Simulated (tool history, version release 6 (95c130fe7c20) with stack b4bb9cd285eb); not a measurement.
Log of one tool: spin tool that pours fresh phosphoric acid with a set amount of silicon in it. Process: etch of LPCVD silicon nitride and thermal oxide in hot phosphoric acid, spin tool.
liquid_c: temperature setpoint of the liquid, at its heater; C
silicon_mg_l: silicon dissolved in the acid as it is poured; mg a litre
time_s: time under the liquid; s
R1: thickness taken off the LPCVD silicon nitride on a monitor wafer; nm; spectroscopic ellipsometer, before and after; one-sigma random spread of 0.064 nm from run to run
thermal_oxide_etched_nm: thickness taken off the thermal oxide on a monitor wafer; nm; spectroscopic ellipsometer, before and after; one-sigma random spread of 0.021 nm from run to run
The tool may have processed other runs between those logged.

Run 1, hour 0.0: liquid_c 160.0 C, silicon_mg_l 11.0 mg a litre, time_s 180 s. Result: R1 17.452 nm, thermal_oxide_etched_nm 0.33728 nm.
Run 2, hour 6.2: liquid_c 159.5 C, silicon_mg_l 8.5 mg a litre, time_s 160 s. Result: R1 14.998 nm, thermal_oxide_etched_nm 0.29997 nm.
Run 3, hour 9.6: liquid_c 159.5 C, silicon_mg_l 8.5 mg a litre, time_s 125 s. Result: R1 11.889 nm, thermal_oxide_etched_nm 0.24931 nm.
Run 4, hour 18.2: liquid_c 158.0 C, silicon_mg_l 8.5 mg a litre, time_s 125 s. Result: R1 11.275 nm, thermal_oxide_etched_nm 0.20852 nm.
Run 5, hour 24.4: liquid_c 158.0 C, silicon_mg_l 6.5 mg a litre, time_s 125 s. Result: R1 11.315 nm, thermal_oxide_etched_nm 0.25147 nm.
Run 6, hour 26.9: liquid_c 158.0 C, silicon_mg_l 6.5 mg a litre, time_s 185 s. Result: R1 16.817 nm, thermal_oxide_etched_nm 0.41855 nm.

Expected results for the next run?
Run 7, hour 32.2: liquid_c 157.5 C, silicon_mg_l 6.0 mg a litre, time_s 170 s. Result: R1 ?, thermal_oxide_etched_nm ?.

For run 7 the tool returned R1 15.046 nm, thermal_oxide_etched_nm 0.31697 nm.
